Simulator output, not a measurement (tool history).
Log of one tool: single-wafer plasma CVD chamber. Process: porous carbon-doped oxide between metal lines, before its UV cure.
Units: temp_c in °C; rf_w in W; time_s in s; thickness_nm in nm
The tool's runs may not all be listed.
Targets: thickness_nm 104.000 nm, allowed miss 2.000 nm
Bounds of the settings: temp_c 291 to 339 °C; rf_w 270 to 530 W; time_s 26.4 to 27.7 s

{"run": 1, "hour": 0.0, "temp_c": 315, "rf_w": 400, "time_s": 27.7, "thickness_nm": 126.02}
{"run": 2, "hour": 6.7, "temp_c": 315, "rf_w": 350, "time_s": 27.7, "thickness_nm": 110.36}
{"run": 3, "hour": 13.2, "temp_c": 315, "rf_w": 320, "time_s": 27.7, "thickness_nm": 100.3}
{"run": 4, "hour": 21.2, "temp_c": 315, "rf_w": 270, "time_s": 27.7, "thickness_nm": 82.536}
{"run": 5, "hour": 21.7, "temp_c": 315, "rf_w": 305, "time_s": 27.7, "thickness_nm": 94.869}
{"run": 6, "hour": 22.5, "temp_c": 309, "rf_w": 305, "time_s": 27.7, "thickness_nm": 98.702}
{"run": 7, "hour": 31.1, "temp_c": 307, "rf_w": 305, "time_s": 27.7, "thickness_nm": 99.947}
{"run": 8, "hour": 38.1, "temp_c": 300, "rf_w": 310, "time_s": 27.7, "thickness_nm": 106.39}

Which of these 4 next moves meets every target?
{"run": "A", "hour": 45.1, "temp_c": 295, "rf_w": 310, "time_s": 27.7, "thickness_nm": "?"}
{"run": "B", "hour": 45.1, "temp_c": 298, "rf_w": 325, "time_s": 26.4, "thickness_nm": "?"}
{"run": "C", "hour": 45.1, "temp_c": 307, "rf_w": 325, "time_s": 26.7, "thickness_nm": "?"}
{"run": "D", "hour": 45.1, "temp_c": 303, "rf_w": 335, "time_s": 26.4, "thickness_nm": "?"}

move=A thickness_nm=109.160
move=B thickness_nm=107.620
move=C thickness_nm=102.660
move=D thickness_nm=107.600
A: further off than the last run
B: further off than the last run
C: meets every target
D: further off than the last run
Answer: C
